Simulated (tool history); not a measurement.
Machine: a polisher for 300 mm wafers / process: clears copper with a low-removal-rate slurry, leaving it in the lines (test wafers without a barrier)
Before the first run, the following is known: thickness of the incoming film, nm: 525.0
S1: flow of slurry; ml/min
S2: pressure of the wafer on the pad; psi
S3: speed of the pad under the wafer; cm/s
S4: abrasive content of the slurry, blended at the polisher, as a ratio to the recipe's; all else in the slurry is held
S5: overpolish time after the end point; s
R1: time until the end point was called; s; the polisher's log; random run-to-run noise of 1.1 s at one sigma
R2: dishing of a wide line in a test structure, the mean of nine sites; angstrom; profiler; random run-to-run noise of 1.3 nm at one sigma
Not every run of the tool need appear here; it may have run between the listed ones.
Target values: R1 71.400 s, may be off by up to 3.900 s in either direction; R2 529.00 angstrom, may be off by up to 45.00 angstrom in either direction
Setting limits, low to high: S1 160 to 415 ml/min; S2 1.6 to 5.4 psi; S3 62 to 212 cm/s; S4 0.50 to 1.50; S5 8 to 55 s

| run | day | S1 | S2 | S3 | S4 | S5 | R1 | R2 |
|---|---|---|---|---|---|---|---|---|
| 1 | 0.000 | 265 | 3.5 | 136 | 1.00 | 28 | 96.678 | 867.32 |
| 2 | 0.067 | 300 | 3.5 | 136 | 1.00 | 28 | 92.943 | 847.32 |
| 3 | 0.183 | 300 | 3.5 | 156 | 1.00 | 28 | 83.720 | 975.71 |
| 4 | 0.396 | 330 | 3.7 | 146 | 1.15 | 23 | 81.847 | 865.13 |
| 5 | 0.658 | 330 | 3.7 | 146 | 1.00 | 23 | 82.984 | 858.98 |
|  | 0.696 | head pressure recalibrated |
| 6 | 0.696 | 330 | 3.7 | 146 | 1.00 | 32 | 81.162 | 1057.70 |
| 7 | 0.983 | 355 | 4.0 | 136 | 1.00 | 26 | 79.187 | 972.44 |
| 8 | 1.138 | 370 | 3.7 | 152 | 1.15 | 21 | 72.315 | 851.59 |
| 9 | 1.504 | 380 | 3.5 | 156 | 1.20 | 18 | 74.458 | 772.37 |
| 10 | 1.725 | 390 | 3.3 | 164 | 1.30 | 15 | 73.449 | 659.39 |
| 11 | 1.904 | 395 | 3.3 | 166 | 1.35 | 13 | 73.532 | 599.47 |
| 12 | 1.988 | 395 | 3.4 | 168 | 1.35 | 8 | 68.474 | 428.34 |
| 13 | 2.317 | 395 | 3.4 | 168 | 1.35 | 9 | 68.855 | 455.90 |

Exactly one of the 5 candidate moves below puts every result within its allowed miss. Which one?
| A | 2.646 | 335 | 3.6 | 162 | 1.20 | 11 | ? | ? |
| B | 2.646 | 415 | 3.2 | 164 | 1.45 | 14 | ? | ? |
| C | 2.646 | 405 | 2.9 | 188 | 1.35 | 9 | ? | ? |
| D | 2.646 | 410 | 3.4 | 142 | 1.35 | 15 | ? | ? |
| E | 2.646 | 335 | 3.5 | 166 | 1.40 | 8 | ? | ? |

| move | R1 | R2 |
|---|---|---|
| A | 72.232 | 538.89 |
| B | 74.764 | 635.04 |
| C | 73.765 | 440.95 |
| D | 81.661 | 627.67 |
| E | 69.820 | 420.79 |
A: in spec on every target
B: carries the result that was furthest off beyond its target, to the other side
C: further off than the last run
D: carries the result that was furthest off beyond its target, to the other side
E: further off than the last run
The move that meets every target is A.

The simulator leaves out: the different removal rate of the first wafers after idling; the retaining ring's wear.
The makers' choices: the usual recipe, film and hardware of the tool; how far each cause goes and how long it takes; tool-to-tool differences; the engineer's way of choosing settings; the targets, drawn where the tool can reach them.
